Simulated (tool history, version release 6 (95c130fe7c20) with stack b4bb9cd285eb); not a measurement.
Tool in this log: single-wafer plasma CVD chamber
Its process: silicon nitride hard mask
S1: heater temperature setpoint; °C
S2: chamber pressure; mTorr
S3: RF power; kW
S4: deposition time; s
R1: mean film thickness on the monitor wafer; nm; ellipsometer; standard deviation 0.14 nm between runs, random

run,hour,S1,S2,S3,S4,R1
1,0,410,1870,0.26,72.8,82.95
2,2,417,1870,0.26,72.8,82.605
3,5.2,417,1870,0.285,72.8,88.832
4,7.8,417,1750,0.27,72.8,83.363
# hour 10.2: capacitance manometer re-zeroed and calibrated
5,10.2,417,1750,0.285,72.8,85.545
6,17.8,417,1620,0.275,72.8,81.351

What does the tool deliver on the next run?
7,26.4,417,1520,0.27,72.8,?

R1: 78.671 nm

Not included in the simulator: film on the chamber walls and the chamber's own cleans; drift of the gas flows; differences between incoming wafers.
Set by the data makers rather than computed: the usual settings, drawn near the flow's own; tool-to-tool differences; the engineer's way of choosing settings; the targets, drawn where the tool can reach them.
